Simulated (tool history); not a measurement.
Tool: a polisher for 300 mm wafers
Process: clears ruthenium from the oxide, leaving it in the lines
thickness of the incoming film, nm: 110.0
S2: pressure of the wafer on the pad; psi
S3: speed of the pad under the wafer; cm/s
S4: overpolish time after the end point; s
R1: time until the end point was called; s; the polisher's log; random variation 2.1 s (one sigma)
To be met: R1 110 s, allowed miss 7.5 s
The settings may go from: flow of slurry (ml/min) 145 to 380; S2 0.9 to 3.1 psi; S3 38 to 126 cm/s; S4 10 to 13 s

Run 1, hour 0: flow of slurry (ml/min) 245, S2 2 psi, S3 82 cm/s, S4 13 s. Result: R1 151.33 s.
Run 2, hour 5.2: flow of slurry (ml/min) 205, S2 2 psi, S3 82 cm/s, S4 13 s. Result: R1 154.48 s.
Run 3, hour 7.5: flow of slurry (ml/min) 205, S2 2.1 psi, S3 82 cm/s, S4 13 s. Result: R1 146.6 s.
Run 4, hour 11.2: flow of slurry (ml/min) 205, S2 2.2 psi, S3 82 cm/s, S4 13 s. Result: R1 146.57 s.
Run 5, hour 13: flow of slurry (ml/min) 205, S2 2.2 psi, S3 82 cm/s, S4 13 s. Result: R1 149.35 s.
Run 6, hour 20.4: flow of slurry (ml/min) 205, S2 2.3 psi, S3 84 cm/s, S4 13 s. Result: R1 133.72 s.
Run 7, hour 26.8: flow of slurry (ml/min) 205, S2 2.4 psi, S3 84 cm/s, S4 13 s. Result: R1 130.05 s.
Run 8, hour 32.6: flow of slurry (ml/min) 205, S2 2.6 psi, S3 86 cm/s, S4 13 s. Result: R1 122.9 s.

Which of these 5 next moves meets every target?
Run A, hour 38.4: flow of slurry (ml/min) 235, S2 2.5 psi, S3 114 cm/s, S4 10 s. Result: R1 ?.
Run B, hour 38.4: flow of slurry (ml/min) 195, S2 2.3 psi, S3 102 cm/s, S4 13 s. Result: R1 ?.
Run C, hour 38.4: flow of slurry (ml/min) 165, S2 2.6 psi, S3 80 cm/s, S4 10 s. Result: R1 ?.
Run D, hour 38.4: flow of slurry (ml/min) 255, S2 2.2 psi, S3 78 cm/s, S4 10 s. Result: R1 ?.
Run E, hour 38.4: flow of slurry (ml/min) 250, S2 2.6 psi, S3 82 cm/s, S4 13 s. Result: R1 ?.

move      R1
   A  91.585
   B  111.98
   C  130.51
   D  146.35
   E  121.19
A: takes the result that was furthest off past its target
B: meets every target
C: further off than the last run
D: further off than the last run
E: nearer than the last run, and not there yet
Move B is the one to make.

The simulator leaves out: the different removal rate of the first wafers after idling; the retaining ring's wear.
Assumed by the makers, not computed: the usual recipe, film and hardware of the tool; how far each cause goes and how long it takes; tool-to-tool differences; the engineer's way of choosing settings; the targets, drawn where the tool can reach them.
